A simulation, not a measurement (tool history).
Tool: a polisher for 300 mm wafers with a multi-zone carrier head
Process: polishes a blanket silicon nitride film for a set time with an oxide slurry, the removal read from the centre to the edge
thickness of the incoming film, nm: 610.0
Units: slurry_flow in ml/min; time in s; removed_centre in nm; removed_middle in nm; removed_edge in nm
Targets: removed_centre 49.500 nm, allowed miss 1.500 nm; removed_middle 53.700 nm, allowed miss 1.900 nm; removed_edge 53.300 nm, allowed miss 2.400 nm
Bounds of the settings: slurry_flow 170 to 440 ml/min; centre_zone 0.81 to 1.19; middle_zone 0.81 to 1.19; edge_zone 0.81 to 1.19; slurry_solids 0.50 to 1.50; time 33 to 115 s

run  hour  slurry_flow  centre_zone  middle_zone  edge_zone  slurry_solids  time  removed_centre  removed_middle  removed_edge
  1   0.0          280         1.00         1.00       1.00           1.00    73          39.226          38.924        39.465
  2   1.7          225         1.00         1.00       1.00           1.00    73          38.037          38.539        39.697
  3   5.6          170         1.00         1.00       1.00           1.00    73          36.304          36.895        38.765
  4   8.3          170         1.00         1.00       1.00           0.85    73          33.085          34.001        35.479
  5  11.0          175         1.01         1.02       1.02           0.95    73          36.288          36.789        37.673
  6  12.8          180         1.00         1.03       1.03           1.05    73          37.593          38.860        40.257
  7  17.4          190         1.00         1.05       1.04           1.10    73          38.157          40.233        41.178
  8  23.2          200         1.00         1.06       1.05           1.15    73          39.043          42.109        42.371
  9  27.7          210         1.01         1.07       1.06           1.20    73          41.187          43.140        43.048
 10  32.0          220         1.01         1.07       1.07           1.25    73          41.811          44.388        43.089
 11  39.9          215         1.01         1.07       1.07           1.30    74          43.526          46.135        46.705
 12  42.2          230         1.07         1.17       1.12           1.50    73          48.013          51.020        48.317
 13  47.6          230         1.06         1.17       1.13           1.50    74          48.463          50.571        49.703

4 next moves are on the table. One of them brings every result within its allowed miss. Which?
  A  53.0          220         1.01         1.15       1.13           1.45    89               ?               ?             ?
  B  53.0          190         1.05         1.19       1.19           1.45    79               ?               ?             ?
  C  53.0          185         0.95         1.16       1.19           1.45    88               ?               ?             ?
  D  53.0          250         1.04         1.16       1.15           1.50    84               ?               ?             ?

move  removed_centre  removed_middle  removed_edge
   A          54.364          59.773        58.640
   B          49.262          53.381        52.782
   C          49.423          58.281        58.672
   D          54.305          58.215        57.107
A: takes the result that was furthest off past its target
B: meets every target
C: takes the result that was furthest off past its target
D: takes the result that was furthest off past its target
The right move is B.
